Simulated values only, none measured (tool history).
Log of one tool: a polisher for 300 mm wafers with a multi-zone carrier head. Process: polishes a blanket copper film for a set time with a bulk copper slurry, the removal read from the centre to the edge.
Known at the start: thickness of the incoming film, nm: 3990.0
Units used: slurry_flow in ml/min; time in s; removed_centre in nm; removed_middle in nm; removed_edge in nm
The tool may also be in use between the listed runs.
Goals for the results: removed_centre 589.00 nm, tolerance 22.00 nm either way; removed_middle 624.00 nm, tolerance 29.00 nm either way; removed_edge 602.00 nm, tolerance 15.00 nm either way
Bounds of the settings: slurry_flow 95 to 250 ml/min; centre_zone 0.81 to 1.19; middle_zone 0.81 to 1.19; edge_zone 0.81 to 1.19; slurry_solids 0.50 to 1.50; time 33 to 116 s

Run 1, hour 0.0: slurry_flow 160 ml/min, centre_zone 1.00, middle_zone 1.00, edge_zone 1.00, slurry_solids 1.00, time 74 s. Result: removed_centre 478.47 nm, removed_middle 496.23 nm, removed_edge 489.35 nm.
Run 2, hour 7.0: slurry_flow 170 ml/min, centre_zone 1.01, middle_zone 1.02, edge_zone 1.03, slurry_solids 1.05, time 74 s. Result: removed_centre 505.79 nm, removed_middle 517.71 nm, removed_edge 515.23 nm.
Run 3, hour 10.5: slurry_flow 185 ml/min, centre_zone 1.01, middle_zone 1.02, edge_zone 1.03, slurry_solids 1.05, time 74 s. Result: removed_centre 506.56 nm, removed_middle 522.96 nm, removed_edge 520.23 nm.
Run 4, hour 14.9: slurry_flow 185 ml/min, centre_zone 1.01, middle_zone 1.09, edge_zone 1.03, slurry_solids 1.05, time 74 s. Result: removed_centre 506.39 nm, removed_middle 553.67 nm, removed_edge 518.62 nm.
Run 5, hour 16.3: slurry_flow 185 ml/min, centre_zone 1.01, middle_zone 1.09, edge_zone 1.03, slurry_solids 0.95, time 74 s. Result: removed_centre 494.90 nm, removed_middle 535.86 nm, removed_edge 502.75 nm.
Run 6, hour 21.3: slurry_flow 190 ml/min, centre_zone 1.02, middle_zone 1.10, edge_zone 1.06, slurry_solids 1.00, time 74 s. Result: removed_centre 507.47 nm, removed_middle 555.86 nm, removed_edge 517.46 nm.
Run 7, hour 30.1: slurry_flow 195 ml/min, centre_zone 1.03, middle_zone 1.10, edge_zone 1.08, slurry_solids 1.05, time 74 s. Result: removed_centre 531.13 nm, removed_middle 539.55 nm, removed_edge 531.43 nm.
Run 8, hour 33.6: slurry_flow 195 ml/min, centre_zone 1.03, middle_zone 1.10, edge_zone 1.08, slurry_solids 1.05, time 74 s. Result: removed_centre 538.48 nm, removed_middle 571.08 nm, removed_edge 529.36 nm.
Run 9, hour 40.3: slurry_flow 200 ml/min, centre_zone 1.02, middle_zone 1.09, edge_zone 1.10, slurry_solids 1.10, time 74 s. Result: removed_centre 532.79 nm, removed_middle 549.34 nm, removed_edge 551.72 nm.
Run 10, hour 43.2: slurry_flow 205 ml/min, centre_zone 1.02, middle_zone 1.11, edge_zone 1.11, slurry_solids 1.15, time 74 s. Result: removed_centre 531.24 nm, removed_middle 582.38 nm, removed_edge 555.72 nm.
Run 11, hour 51.4: slurry_flow 210 ml/min, centre_zone 1.03, middle_zone 1.11, edge_zone 1.12, slurry_solids 1.20, time 74 s. Result: removed_centre 555.05 nm, removed_middle 584.23 nm, removed_edge 568.40 nm.
Run 12, hour 56.8: slurry_flow 215 ml/min, centre_zone 1.03, middle_zone 1.12, edge_zone 1.13, slurry_solids 1.20, time 74 s. Result: removed_centre 554.54 nm, removed_middle 591.68 nm, removed_edge 571.17 nm.
Run 13, hour 57.8: slurry_flow 220 ml/min, centre_zone 1.03, middle_zone 1.12, edge_zone 1.14, slurry_solids 1.20, time 74 s. Result: removed_centre 550.28 nm, removed_middle 599.18 nm, removed_edge 570.79 nm.
Run 14, hour 62.1: slurry_flow 220 ml/min, centre_zone 1.04, middle_zone 1.12, edge_zone 1.15, slurry_solids 1.20, time 74 s. Result: removed_centre 564.99 nm, removed_middle 594.44 nm, removed_edge 575.10 nm.
Run 15, hour 63.4: slurry_flow 220 ml/min, centre_zone 1.04, middle_zone 1.12, edge_zone 1.16, slurry_solids 1.20, time 74 s. Result: removed_centre 564.08 nm, removed_middle 601.27 nm, removed_edge 579.17 nm.
Run 16, hour 66.9: slurry_flow 220 ml/min, centre_zone 1.04, middle_zone 1.12, edge_zone 1.17, slurry_solids 1.20, time 74 s. Result: removed_centre 564.23 nm, removed_middle 614.93 nm, removed_edge 580.06 nm.

Pick the move, out of 4, that brings all results within their allowed miss; only one does.
Run A, hour 70.4: slurry_flow 215 ml/min, centre_zone 1.04, middle_zone 1.11, edge_zone 1.14, slurry_solids 1.20, time 78 s. Result: removed_centre ?, removed_middle ?, removed_edge ?.
Run B, hour 70.4: slurry_flow 240 ml/min, centre_zone 0.96, middle_zone 1.14, edge_zone 1.18, slurry_solids 1.20, time 77 s. Result: removed_centre ?, removed_middle ?, removed_edge ?.
Run C, hour 70.4: slurry_flow 210 ml/min, centre_zone 0.98, middle_zone 1.15, edge_zone 1.19, slurry_solids 1.20, time 76 s. Result: removed_centre ?, removed_middle ?, removed_edge ?.
Run D, hour 70.4: slurry_flow 215 ml/min, centre_zone 0.95, middle_zone 1.15, edge_zone 1.19, slurry_solids 1.05, time 80 s. Result: removed_centre ?, removed_middle ?, removed_edge ?.

move  removed_centre  removed_middle  removed_edge
   A          603.38          627.12        596.85
   B          557.98          639.97        603.89
   C          551.97          625.01        590.68
   D          542.05          633.20        597.86
A: all results in spec
B: brings the last run's worst result on target, with another outside its allowed miss
C: brings the last run's worst result on target, with another outside its allowed miss
D: brings the last run's worst result on target, with another outside its allowed miss
The move that meets every target is A.
